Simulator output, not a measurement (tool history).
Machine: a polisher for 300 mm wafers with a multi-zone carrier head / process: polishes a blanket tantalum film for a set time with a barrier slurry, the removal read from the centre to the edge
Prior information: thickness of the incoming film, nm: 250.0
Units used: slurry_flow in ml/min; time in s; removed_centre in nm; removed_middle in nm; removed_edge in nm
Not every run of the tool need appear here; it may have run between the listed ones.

run	hour	slurry_flow	centre_zone	middle_zone	edge_zone	slurry_solids	time	removed_centre	removed_middle	removed_edge
1	0	305	1	1	1	1	36	64.709	62.881	63.698
2	8.1	305	1	1	1.02	1.05	36	66.107	65.354	65.82
3	12.4	305	1	0.99	1.04	1.1	36	66.795	65.827	67.655
4	17	305	1	0.99	1.05	1.1	36	66.329	64.921	67.737
5	24.4	305	1	0.99	1.05	1	36	64.78	62.027	64.64
6	29.4	305	1	0.99	1.06	1.05	36	66.052	63.662	67.171
7	31.6	305	1	0.99	1.07	1.1	36	66.917	64.776	69.373
8	38.2	310	1.01	1	1.08	1.1	36	66.387	65.058	68.649
9	44.5	310	1.01	1	1.09	1.15	36	68.489	66.326	69.642

What does the tool deliver on the next run?
10	47.8	310	1.01	1	1.1	1.2	36	?	?	?

Run 10 measured removed_centre 69.749 nm, removed_middle 68.408 nm, removed_edge 71.751 nm.

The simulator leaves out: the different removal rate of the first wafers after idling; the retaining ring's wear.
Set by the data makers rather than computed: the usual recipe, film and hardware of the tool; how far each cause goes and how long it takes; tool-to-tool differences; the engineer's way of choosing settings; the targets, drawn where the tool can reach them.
